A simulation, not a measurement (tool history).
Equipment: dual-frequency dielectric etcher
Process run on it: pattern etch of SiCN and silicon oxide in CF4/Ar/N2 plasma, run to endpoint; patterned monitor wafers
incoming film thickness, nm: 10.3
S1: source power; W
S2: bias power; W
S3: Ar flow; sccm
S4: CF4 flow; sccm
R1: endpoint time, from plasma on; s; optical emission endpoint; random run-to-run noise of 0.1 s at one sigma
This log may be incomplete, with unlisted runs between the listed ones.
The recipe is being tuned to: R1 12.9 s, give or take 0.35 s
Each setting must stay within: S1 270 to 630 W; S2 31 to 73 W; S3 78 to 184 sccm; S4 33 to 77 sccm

run	hour	S1	S2	S3	S4	R1
1	0	450	52	131	55	14.864
2	3.4	410	52	131	55	16.054
3	7.1	410	52	144	55	16.158
4	14.5	410	52	152	55	16.849
5	16.8	410	52	173	55	16.919
6	17.9	410	52	173	64	16.539
7	23.2	440	52	173	64	15.342
8	28	460	52	173	64	15.011
9	29.9	480	52	173	64	14.543
10	30.6	490	52	173	64	14.146
11	39.2	500	52	173	64	13.882
12	39.8	510	52	173	64	13.637

Of the 5 settings listed for the next run, only one would bring every result within its allowed miss of target. Which one?
A	40.4	570	52	155	60	?
B	40.4	490	57	160	71	?
C	40.4	520	64	184	68	?
D	40.4	570	52	166	65	?
E	40.4	570	50	148	67	?

move	R1
A	12.257
B	12.923
C	12.048
D	12.174
E	12.021
A: carries the result that was furthest off beyond its target, to the other side
B: every result within its allowed miss
C: carries the result that was furthest off beyond its target, to the other side
D: carries the result that was furthest off beyond its target, to the other side
E: carries the result that was furthest off beyond its target, to the other side
So the answer is move B, the one that meets all the targets.

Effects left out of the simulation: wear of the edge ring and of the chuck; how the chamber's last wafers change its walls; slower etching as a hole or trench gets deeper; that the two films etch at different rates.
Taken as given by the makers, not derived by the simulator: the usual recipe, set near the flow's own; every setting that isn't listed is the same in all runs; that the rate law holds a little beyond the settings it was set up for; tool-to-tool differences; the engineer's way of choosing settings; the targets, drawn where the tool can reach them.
